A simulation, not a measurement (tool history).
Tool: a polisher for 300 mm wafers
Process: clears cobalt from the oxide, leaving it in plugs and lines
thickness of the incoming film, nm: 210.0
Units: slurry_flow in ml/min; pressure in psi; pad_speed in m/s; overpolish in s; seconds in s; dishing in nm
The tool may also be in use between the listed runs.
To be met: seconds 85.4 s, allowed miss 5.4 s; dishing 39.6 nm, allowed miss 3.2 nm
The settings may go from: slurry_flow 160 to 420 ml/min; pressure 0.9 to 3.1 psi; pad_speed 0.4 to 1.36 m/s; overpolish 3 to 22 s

run 1 hour=0 | slurry_flow=270 pressure=2 pad_speed=0.88 overpolish=11 | seconds=47.554 dishing=38.885
run 2 hour=2.2 | slurry_flow=270 pressure=1.8 pad_speed=0.86 overpolish=12 | seconds=53.333 dishing=37.909
run 3 hour=3.5 | slurry_flow=270 pressure=1.8 pad_speed=1.06 overpolish=12 | seconds=43.877 dishing=45.063
run 4 hour=12.5 | slurry_flow=270 pressure=1.8 pad_speed=0.98 overpolish=12 | seconds=48.163 dishing=41.108
run 5 hour=14.8 | slurry_flow=270 pressure=1.6 pad_speed=0.96 overpolish=13 | seconds=51.819 dishing=41.99
run 6 hour=20.9 | slurry_flow=270 pressure=1.5 pad_speed=0.92 overpolish=14 | seconds=55.126 dishing=43.418
run 7 hour=23.8 | slurry_flow=270 pressure=1.4 pad_speed=0.88 overpolish=15 | seconds=59.686 dishing=41.601
run 8 hour=27 | slurry_flow=270 pressure=1.3 pad_speed=0.84 overpolish=16 | seconds=66.179 dishing=40.776
run 9 hour=32.5 | slurry_flow=270 pressure=1.2 pad_speed=0.82 overpolish=17 | seconds=69.91 dishing=39.425

5 next moves are on the table. One of them brings every result within its allowed miss. Which?
run A hour=38 | slurry_flow=255 pressure=1.1 pad_speed=0.64 overpolish=21 | seconds=? dishing=?
run B hour=38 | slurry_flow=250 pressure=1.2 pad_speed=0.74 overpolish=15 | seconds=? dishing=?
run C hour=38 | slurry_flow=170 pressure=2.3 pad_speed=0.68 overpolish=13 | seconds=? dishing=?
run D hour=38 | slurry_flow=315 pressure=1.5 pad_speed=1.04 overpolish=12 | seconds=? dishing=?
run E hour=38 | slurry_flow=275 pressure=1.5 pad_speed=0.92 overpolish=12 | seconds=? dishing=?

move=A seconds=86.658 dishing=40.832
move=B seconds=75.304 dishing=35.095
move=C seconds=54.474 dishing=40.235
move=D seconds=50.741 dishing=39.964
move=E seconds=56.092 dishing=37.047
A: meets every target
B: nearer than the last run, and not there yet
C: further off than the last run
D: further off than the last run
E: further off than the last run
Move A is the one to make.
